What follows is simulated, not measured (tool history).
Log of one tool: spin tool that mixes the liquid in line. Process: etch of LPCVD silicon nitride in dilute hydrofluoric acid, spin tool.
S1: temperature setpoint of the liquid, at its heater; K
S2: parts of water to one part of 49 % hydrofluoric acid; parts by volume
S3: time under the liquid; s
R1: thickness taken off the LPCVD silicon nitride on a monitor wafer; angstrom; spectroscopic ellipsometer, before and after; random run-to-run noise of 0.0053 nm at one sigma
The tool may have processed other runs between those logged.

run 1 hour=0 | S1=298.15 S2=80 S3=45 | R1=3.0111
run 2 hour=2.7 | S1=298.15 S2=50 S3=45 | R1=4.9593
run 3 hour=8.2 | S1=297.15 S2=55 S3=45 | R1=4.2277
run 4 hour=9.3 | S1=298.65 S2=55 S3=45 | R1=4.5333
run 5 hour=11.4 | S1=295.15 S2=55 S3=45 | R1=3.6329
run 6 hour=18 | S1=293.65 S2=55 S3=45 | R1=3.4287
run 7 hour=24.9 | S1=293.15 S2=60 S3=45 | R1=2.9757

Run 8 is up next; what results do you expect?
run 8 hour=33.3 | S1=292.65 S2=65 S3=45 | R1=?

R1: 2.6149 angstrom
